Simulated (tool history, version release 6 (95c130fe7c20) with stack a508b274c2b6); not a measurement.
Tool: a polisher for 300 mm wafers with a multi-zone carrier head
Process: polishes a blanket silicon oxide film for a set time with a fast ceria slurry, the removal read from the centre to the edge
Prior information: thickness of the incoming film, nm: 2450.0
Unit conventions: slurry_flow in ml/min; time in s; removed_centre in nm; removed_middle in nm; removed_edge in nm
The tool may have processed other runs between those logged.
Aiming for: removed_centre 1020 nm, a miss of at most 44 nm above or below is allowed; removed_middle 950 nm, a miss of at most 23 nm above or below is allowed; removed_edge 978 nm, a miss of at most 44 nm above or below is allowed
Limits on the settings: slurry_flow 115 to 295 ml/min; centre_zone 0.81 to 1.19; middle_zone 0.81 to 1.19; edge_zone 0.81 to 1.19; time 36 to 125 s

run 1 hour=0 | slurry_flow=190 centre_zone=1 middle_zone=1 edge_zone=1 time=80 | removed_centre=721.18 removed_middle=711.66 removed_edge=744.4
run 2 hour=1.1 | slurry_flow=160 centre_zone=1 middle_zone=1 edge_zone=1 time=80 | removed_centre=708.63 removed_middle=700.63 removed_edge=750.15
run 3 hour=9.6 | slurry_flow=155 centre_zone=1.05 middle_zone=1.04 edge_zone=1.03 time=85 | removed_centre=779.64 removed_middle=759.11 removed_edge=799.74
run 4 hour=16 | slurry_flow=160 centre_zone=1.08 middle_zone=1.06 edge_zone=1.06 time=89 | removed_centre=858.49 removed_middle=830.44 removed_edge=861.5
run 5 hour=17.1 | slurry_flow=160 centre_zone=1.08 middle_zone=1.06 edge_zone=0.99 time=89 | removed_centre=856.97 removed_middle=816.85 removed_edge=824.62
run 6 hour=23.8 | slurry_flow=205 centre_zone=1.08 middle_zone=1.06 edge_zone=0.99 time=89 | removed_centre=892.64 removed_middle=861.98 removed_edge=840.65
run 7 hour=25 | slurry_flow=215 centre_zone=1.1 middle_zone=1.06 edge_zone=1.04 time=90 | removed_centre=914.67 removed_middle=869.68 removed_edge=883.48
-- hour=28.7 edge zone pressure recalibrated
run 8 hour=28.7 | slurry_flow=225 centre_zone=1.12 middle_zone=1.07 edge_zone=1.06 time=91 | removed_centre=962.91 removed_middle=895.22 removed_edge=860.94
run 9 hour=32.8 | slurry_flow=215 centre_zone=1.11 middle_zone=1.06 edge_zone=1.07 time=94 | removed_centre=973.86 removed_middle=909.35 removed_edge=882.54
run 10 hour=37.6 | slurry_flow=215 centre_zone=1.11 middle_zone=1.06 edge_zone=1.07 time=94 | removed_centre=961.12 removed_middle=914.11 removed_edge=880.45
run 11 hour=44.1 | slurry_flow=185 centre_zone=1.12 middle_zone=1.06 edge_zone=1.07 time=97 | removed_centre=990.03 removed_middle=919.59 removed_edge=915.16
run 12 hour=44.8 | slurry_flow=175 centre_zone=1.12 middle_zone=1.06 edge_zone=1.09 time=99 | removed_centre=1017.6 removed_middle=934.81 removed_edge=946.71

Next run, 4 choices. One meets every target within its allowed miss, the rest don't. Which?
run A hour=45.5 | slurry_flow=140 centre_zone=1.06 middle_zone=1 edge_zone=1.01 time=111 | removed_centre=? removed_middle=? removed_edge=?
run B hour=45.5 | slurry_flow=135 centre_zone=1.08 middle_zone=1.02 edge_zone=1.12 time=106 | removed_centre=? removed_middle=? removed_edge=?
run C hour=45.5 | slurry_flow=185 centre_zone=1.19 middle_zone=1.06 edge_zone=1.06 time=97 | removed_centre=? removed_middle=? removed_edge=?
run D hour=45.5 | slurry_flow=150 centre_zone=1.18 middle_zone=0.99 edge_zone=1.08 time=106 | removed_centre=? removed_middle=? removed_edge=?

move=A removed_centre=1004.3 removed_middle=940.47 removed_edge=956.97
move=B removed_centre=967.51 removed_middle=904.9 removed_edge=955.79
move=C removed_centre=1051.9 removed_middle=913.31 removed_edge=891.61
move=D removed_centre=1087.8 removed_middle=904.12 removed_edge=955.49
A: every result within its allowed miss
B: the worst result of the last run now meets its target, but another is out of spec
C: the biggest miss grows against the last run
D: the worst result of the last run now meets its target, but another is out of spec
A meets every target.
